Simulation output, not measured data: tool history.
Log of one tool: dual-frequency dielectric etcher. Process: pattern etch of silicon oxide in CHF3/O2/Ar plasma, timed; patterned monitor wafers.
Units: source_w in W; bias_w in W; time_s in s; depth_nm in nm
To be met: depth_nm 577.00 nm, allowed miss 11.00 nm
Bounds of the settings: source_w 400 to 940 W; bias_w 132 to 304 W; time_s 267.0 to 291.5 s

run	hour	source_w	bias_w	time_s	depth_nm
1	0.0	670	218	291.5	638.01
2	2.2	640	216	291.5	621.92
3	3.0	620	215	291.5	611.36
4	9.9	600	214	291.5	609.80
5	13.0	580	213	291.5	592.74
6	17.7	580	247	291.5	630.43
7	21.5	550	246	291.5	616.61
8	27.1	530	245	291.5	597.62
9	35.4	520	245	291.5	599.75
10	43.0	510	245	291.5	592.44

Which of these 4 next moves meets every target?
A	50.6	450	304	267.0	?
B	50.6	510	248	273.5	?
C	50.6	500	258	284.0	?
D	50.6	510	253	291.5	?

move	depth_nm
A	555.32
B	555.75
C	581.05
D	597.37
A: takes the result that was furthest off past its target
B: takes the result that was furthest off past its target
C: meets every target
D: further off than the last run
The right move is C.
